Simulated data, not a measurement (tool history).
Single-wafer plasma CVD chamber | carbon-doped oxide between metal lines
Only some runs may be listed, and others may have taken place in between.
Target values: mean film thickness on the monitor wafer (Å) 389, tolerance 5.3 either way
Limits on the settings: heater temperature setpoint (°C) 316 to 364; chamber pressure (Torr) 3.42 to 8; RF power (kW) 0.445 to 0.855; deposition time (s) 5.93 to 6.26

run	hour	heater temperature setpoint (°C)	chamber pressure (Torr)	RF power (kW)	deposition time (s)	mean film thickness on the monitor wafer (Å)
1	0	340	5.71	0.65	6.26	431.49
2	4.4	343	5.52	0.645	6.26	423.72
3	9.3	335	5.52	0.645	6.26	435.49
4	14.9	338	5.36	0.64	6.26	429.55
5	22.8	338	5.36	0.58	6.26	413.65
6	28.9	340	5.29	0.58	6.26	410.99
7	35.4	342	5.23	0.575	6.26	405.91
8	38.8	343	5.18	0.575	6.26	405.45
9	46	344	5.14	0.57	6.26	402.18
10	52.6	345	5.1	0.57	6.26	400.75
11	55.8	345	5.1	0.57	6.26	402.65

Of the 5 settings listed for the next run, only one would bring every result within its allowed miss of target. Which one?
A	59	334	4.49	0.515	6.19	?
B	59	348	4.73	0.63	6.22	?
C	59	341	5.14	0.63	6.26	?
D	59	340	5.29	0.595	6.26	?
E	59	348	5.28	0.61	6.26	?

move	mean film thickness on the monitor wafer (Å)
A	387.89
B	406
C	420.14
D	413.69
E	408.73
A: hits every target within its allowed miss
B: misses by more than the last run did
C: misses by more than the last run did
D: misses by more than the last run did
E: misses by more than the last run did
Move A is the one to make.
